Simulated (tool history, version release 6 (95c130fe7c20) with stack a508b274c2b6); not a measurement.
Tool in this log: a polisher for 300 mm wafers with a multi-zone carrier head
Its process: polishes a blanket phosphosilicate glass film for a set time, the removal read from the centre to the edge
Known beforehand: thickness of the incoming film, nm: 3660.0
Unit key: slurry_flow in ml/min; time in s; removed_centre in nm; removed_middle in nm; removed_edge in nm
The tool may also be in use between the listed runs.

| run | hour | slurry_flow | centre_zone | middle_zone | edge_zone | slurry_solids | time | removed_centre | removed_middle | removed_edge |
|---|---|---|---|---|---|---|---|---|---|---|
| 1 | 0.0 | 120 | 1.00 | 1.00 | 1.00 | 1.00 | 30 | 158.220 | 152.280 | 158.400 |
| 2 | 7.6 | 135 | 1.00 | 1.00 | 1.00 | 1.00 | 30 | 163.660 | 156.730 | 162.680 |
| 3 | 15.3 | 155 | 1.00 | 1.00 | 1.00 | 1.00 | 30 | 168.490 | 158.920 | 164.340 |
| 4 | 24.2 | 155 | 1.00 | 1.00 | 1.00 | 1.00 | 36 | 201.090 | 193.010 | 196.980 |
| 5 | 26.4 | 150 | 0.99 | 0.99 | 0.97 | 0.90 | 33 | 171.010 | 166.120 | 169.210 |
| 6 | 27.3 | 145 | 1.00 | 0.98 | 0.94 | 0.80 | 31 | 154.900 | 144.750 | 145.550 |
| 7 | 28.8 | 115 | 0.90 | 0.88 | 0.84 | 0.55 | 25 | 85.332 | 84.352 | 89.482 |
| 8 | 35.5 | 120 | 0.91 | 0.88 | 0.83 | 0.55 | 25 | 88.178 | 85.040 | 87.989 |
| 9 | 43.5 | 125 | 0.91 | 0.88 | 0.83 | 0.55 | 25 | 87.449 | 86.798 | 87.297 |

Run 10 is up next; what results do you expect?
| 10 | 51.8 | 125 | 0.92 | 0.88 | 0.84 | 0.55 | 25 | ? | ? | ? |

{"run 10": {"removed_centre": 89.569, "removed_middle": 86.376, "removed_edge": 89.205}}
